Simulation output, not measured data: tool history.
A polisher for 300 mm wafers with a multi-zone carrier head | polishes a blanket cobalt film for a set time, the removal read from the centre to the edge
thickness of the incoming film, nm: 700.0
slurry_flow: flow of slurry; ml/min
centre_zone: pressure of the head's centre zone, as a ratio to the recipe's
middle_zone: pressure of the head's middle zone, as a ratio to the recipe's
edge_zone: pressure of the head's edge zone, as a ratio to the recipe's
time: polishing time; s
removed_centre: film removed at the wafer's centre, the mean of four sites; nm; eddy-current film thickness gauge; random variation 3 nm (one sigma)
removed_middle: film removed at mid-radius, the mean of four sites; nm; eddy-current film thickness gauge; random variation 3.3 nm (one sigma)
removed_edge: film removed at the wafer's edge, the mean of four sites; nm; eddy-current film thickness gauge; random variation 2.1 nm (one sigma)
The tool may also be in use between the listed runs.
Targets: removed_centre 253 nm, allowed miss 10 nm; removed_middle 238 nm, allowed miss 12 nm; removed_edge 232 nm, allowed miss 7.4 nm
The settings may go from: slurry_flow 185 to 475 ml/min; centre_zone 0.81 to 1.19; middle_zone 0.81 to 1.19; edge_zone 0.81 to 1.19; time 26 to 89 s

{"run": 1, "hour": 0.0, "slurry_flow": 305, "centre_zone": 1, "middle_zone": 1, "edge_zone": 1, "time": 57, "removed_centre": 174.03, "removed_middle": 174.33, "removed_edge": 170.27}
{"run": 2, "hour": 8.1, "slurry_flow": 305, "centre_zone": 0.92, "middle_zone": 1, "edge_zone": 1, "time": 57, "removed_centre": 158.04, "removed_middle": 169.12, "removed_edge": 171.02}
{"run": 3, "hour": 11.8, "slurry_flow": 310, "centre_zone": 0.97, "middle_zone": 1.01, "edge_zone": 1.03, "time": 61, "removed_centre": 180.95, "removed_middle": 182.71, "removed_edge": 184.99}
{"run": 4, "hour": 13.8, "slurry_flow": 310, "centre_zone": 0.97, "middle_zone": 1.01, "edge_zone": 1.03, "time": 53, "removed_centre": 155.03, "removed_middle": 162.34, "removed_edge": 160.37}
{"run": 5, "hour": 22.5, "slurry_flow": 310, "centre_zone": 0.97, "middle_zone": 1.01, "edge_zone": 1.03, "time": 41, "removed_centre": 119.87, "removed_middle": 124.19, "removed_edge": 124.63}
{"run": 6, "hour": 24.0, "slurry_flow": 310, "centre_zone": 0.97, "middle_zone": 1.01, "edge_zone": 1.03, "time": 36, "removed_centre": 105.91, "removed_middle": 109.3, "removed_edge": 110.89}
{"run": 7, "hour": 26.3, "slurry_flow": 310, "centre_zone": 0.97, "middle_zone": 1.01, "edge_zone": 1.03, "time": 36, "removed_centre": 105.12, "removed_middle": 110.45, "removed_edge": 108.55}
{"run": 8, "hour": 28.7, "slurry_flow": 315, "centre_zone": 1.01, "middle_zone": 1.03, "edge_zone": 1.05, "time": 45, "removed_centre": 139.29, "removed_middle": 141.43, "removed_edge": 140.29}
{"run": 9, "hour": 30.0, "slurry_flow": 325, "centre_zone": 1.06, "middle_zone": 1.06, "edge_zone": 1.09, "time": 49, "removed_centre": 153.75, "removed_middle": 155.27, "removed_edge": 154.99}
{"run": 10, "hour": 36.8, "slurry_flow": 330, "centre_zone": 1.09, "middle_zone": 1.07, "edge_zone": 1.09, "time": 54, "removed_centre": 177.62, "removed_middle": 173.96, "removed_edge": 170.55}
{"run": 11, "hour": 43.2, "slurry_flow": 335, "centre_zone": 1.11, "middle_zone": 1.08, "edge_zone": 1.11, "time": 58, "removed_centre": 199.03, "removed_middle": 184.29, "removed_edge": 185.12}
{"run": 12, "hour": 49.3, "slurry_flow": 335, "centre_zone": 1.12, "middle_zone": 1.1, "edge_zone": 1.12, "time": 61, "removed_centre": 209.93, "removed_middle": 196.49, "removed_edge": 191.78}
{"run": 13, "hour": 50.8, "slurry_flow": 345, "centre_zone": 1.12, "middle_zone": 1.11, "edge_zone": 1.13, "time": 64, "removed_centre": 219.86, "removed_middle": 210.32, "removed_edge": 204.21}

Which of these 5 next moves meets every target?
{"run": "A", "hour": 52.3, "slurry_flow": 320, "centre_zone": 1.15, "middle_zone": 1.06, "edge_zone": 1.06, "time": 58, "removed_centre": "?", "removed_middle": "?", "removed_edge": "?"}
{"run": "B", "hour": 52.3, "slurry_flow": 330, "centre_zone": 1.06, "middle_zone": 0.81, "edge_zone": 1.19, "time": 76, "removed_centre": "?", "removed_middle": "?", "removed_edge": "?"}
{"run": "C", "hour": 52.3, "slurry_flow": 285, "centre_zone": 1.18, "middle_zone": 1.19, "edge_zone": 0.92, "time": 65, "removed_centre": "?", "removed_middle": "?", "removed_edge": "?"}
{"run": "D", "hour": 52.3, "slurry_flow": 310, "centre_zone": 1.1, "middle_zone": 1.04, "edge_zone": 1.05, "time": 76, "removed_centre": "?", "removed_middle": "?", "removed_edge": "?"}
{"run": "E", "hour": 52.3, "slurry_flow": 355, "centre_zone": 0.88, "middle_zone": 0.89, "edge_zone": 1.19, "time": 66, "removed_centre": "?", "removed_middle": "?", "removed_edge": "?"}

move=A removed_centre=200.46 removed_middle=179.47 removed_edge=179.86
move=B removed_centre=242.19 removed_middle=195.24 removed_edge=251.16
move=C removed_centre=228.62 removed_middle=217.28 removed_edge=186.84
move=D removed_centre=250.53 removed_middle=231.47 removed_edge=234.23
move=E removed_centre=175.39 removed_middle=181.87 removed_edge=218.74
A: further off than the last run
B: takes the result that was furthest off past its target
C: further off than the last run
D: meets every target
E: further off than the last run
Answer: D

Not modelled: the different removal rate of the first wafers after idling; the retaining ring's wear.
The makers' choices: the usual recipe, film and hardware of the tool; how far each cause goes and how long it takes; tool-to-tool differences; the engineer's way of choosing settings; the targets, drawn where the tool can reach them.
